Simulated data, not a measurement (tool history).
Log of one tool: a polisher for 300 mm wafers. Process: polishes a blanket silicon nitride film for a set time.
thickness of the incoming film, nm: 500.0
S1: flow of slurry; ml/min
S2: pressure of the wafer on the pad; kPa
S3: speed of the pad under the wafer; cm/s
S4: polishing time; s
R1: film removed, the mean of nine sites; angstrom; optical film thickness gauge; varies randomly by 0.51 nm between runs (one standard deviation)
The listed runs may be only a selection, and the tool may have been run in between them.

Run 1, hour 0: S1 275 ml/min, S2 17.2 kPa, S3 104 cm/s, S4 20 s. Result: R1 285.27 angstrom.
Run 2, hour 0.8: S1 210 ml/min, S2 17.2 kPa, S3 104 cm/s, S4 20 s. Result: R1 285.64 angstrom.
Run 3, hour 1.9: S1 210 ml/min, S2 18.6 kPa, S3 104 cm/s, S4 20 s. Result: R1 298.1 angstrom.
Run 4, hour 7.4: S1 210 ml/min, S2 20 kPa, S3 104 cm/s, S4 20 s. Result: R1 323.26 angstrom.
Run 5, hour 12.9: S1 210 ml/min, S2 20.7 kPa, S3 104 cm/s, S4 20 s. Result: R1 329.8 angstrom.
Run 6, hour 13.5: S1 210 ml/min, S2 21.4 kPa, S3 104 cm/s, S4 20 s. Result: R1 340.25 angstrom.
Run 7, hour 14.6: S1 210 ml/min, S2 22.1 kPa, S3 104 cm/s, S4 20 s. Result: R1 349.43 angstrom.

What does the tool deliver on the next run?
Run 8, hour 15.1: S1 210 ml/min, S2 22.8 kPa, S3 104 cm/s, S4 20 s. Result: R1 ?.

R1: 350.92 angstrom
